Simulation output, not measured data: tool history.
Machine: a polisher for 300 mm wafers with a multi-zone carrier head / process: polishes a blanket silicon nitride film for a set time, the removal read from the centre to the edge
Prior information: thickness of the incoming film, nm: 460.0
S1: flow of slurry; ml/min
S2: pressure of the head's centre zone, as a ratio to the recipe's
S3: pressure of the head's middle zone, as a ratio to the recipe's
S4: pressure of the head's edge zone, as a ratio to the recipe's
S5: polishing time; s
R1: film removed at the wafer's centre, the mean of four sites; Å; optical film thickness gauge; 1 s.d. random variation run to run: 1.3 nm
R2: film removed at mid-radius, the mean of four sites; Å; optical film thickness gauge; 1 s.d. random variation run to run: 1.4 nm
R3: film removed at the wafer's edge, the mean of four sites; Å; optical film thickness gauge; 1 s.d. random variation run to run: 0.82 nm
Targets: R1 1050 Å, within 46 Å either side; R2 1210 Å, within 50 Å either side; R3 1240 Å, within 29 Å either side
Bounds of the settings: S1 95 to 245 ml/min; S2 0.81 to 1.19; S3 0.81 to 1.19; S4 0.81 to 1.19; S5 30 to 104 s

run 1 hour=0 | S1=155 S2=1 S3=1 S4=1 S5=67 | R1=934.67 R2=974.35 R3=935.9
run 2 hour=8.7 | S1=130 S2=1 S3=1 S4=1 S5=67 | R1=901.51 R2=943.75 R3=909.83
run 3 hour=17.5 | S1=130 S2=1.04 S3=1 S4=1 S5=67 | R1=938.66 R2=934.11 R3=906.48
run 4 hour=22.6 | S1=130 S2=1.07 S3=1 S4=1 S5=67 | R1=923.55 R2=927.25 R3=896.87
run 5 hour=23.7 | S1=130 S2=1.07 S3=1 S4=1.05 S5=67 | R1=932.72 R2=942.35 R3=930.19
run 6 hour=28.2 | S1=150 S2=1.04 S3=1 S4=1.09 S5=69 | R1=964.93 R2=972.04 R3=1002.1
run 7 hour=33.2 | S1=165 S2=1.01 S3=1.02 S4=1.12 S5=70 | R1=975.49 R2=1034.8 R3=1041.1
run 8 hour=41.9 | S1=175 S2=0.98 S3=1.02 S4=1.14 S5=72 | R1=1006.1 R2=1068 R3=1096.6
run 9 hour=45.9 | S1=185 S2=0.95 S3=1.03 S4=1.15 S5=73 | R1=999.25 R2=1123.2 R3=1111.5
run 10 hour=48.2 | S1=190 S2=0.93 S3=1.02 S4=1.16 S5=74 | R1=1008.8 R2=1125.6 R3=1149.9
run 11 hour=52.8 | S1=195 S2=0.92 S3=1.02 S4=1.17 S5=75 | R1=1029.7 R2=1148.3 R3=1164.6

5 candidate next runs follow, results not yet known. Just one meets every target within its allowed miss. Identify it.
run A hour=57.4 | S1=225 S2=0.89 S3=1.02 S4=1.19 S5=78 | R1=? R2=? R3=?
run B hour=57.4 | S1=225 S2=0.9 S3=1.03 S4=1.11 S5=72 | R1=? R2=? R3=?
run C hour=57.4 | S1=120 S2=0.89 S3=0.88 S4=1.19 S5=89 | R1=? R2=? R3=?
run D hour=57.4 | S1=225 S2=1.02 S3=0.99 S4=1.13 S5=80 | R1=? R2=? R3=?
run E hour=57.4 | S1=215 S2=0.96 S3=1.09 S4=1.04 S5=76 | R1=? R2=? R3=?

move=A R1=1064.7 R2=1242.5 R3=1244.9
move=B R1=991.11 R2=1156.5 R3=1108.5
move=C R1=1066.8 R2=1117.9 R3=1310.8
move=D R1=1211 R2=1242.1 R3=1243.5
move=E R1=1091.6 R2=1273.2 R3=1126.5
A: every result within its allowed miss
B: lands further from the targets than the last run did
C: pushes the last run's worst result past its target
D: corrects the largest miss of the last run, while another result sits out of spec
E: lands further from the targets than the last run did
Answer: A
